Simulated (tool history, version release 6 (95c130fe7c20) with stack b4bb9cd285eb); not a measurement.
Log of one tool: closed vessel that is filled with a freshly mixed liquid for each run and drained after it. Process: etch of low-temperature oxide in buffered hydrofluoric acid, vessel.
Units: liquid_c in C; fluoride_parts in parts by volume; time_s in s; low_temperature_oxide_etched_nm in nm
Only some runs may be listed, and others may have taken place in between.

| run | day | liquid_c | fluoride_parts | time_s | low_temperature_oxide_etched_nm |
|---|---|---|---|---|---|
| 1 | 0 | 24 | 12 | 85 | 501.07 |
| 2 | 0.254 | 24 | 12 | 85 | 497.56 |
| 3 | 0.621 | 24 | 14 | 85 | 422.79 |
| 4 | 0.775 | 26.5 | 13 | 85 | 532.22 |
| 5 | 0.875 | 26.5 | 13 | 95 | 590.86 |
| 6 | 1.112 | 26.5 | 13 | 85 | 528.32 |

Run 7 comes next. What will it give?
| 7 | 1.212 | 28 | 12.5 | 85 | ? |

low_temperature_oxide_etched_nm: 599.16 nm
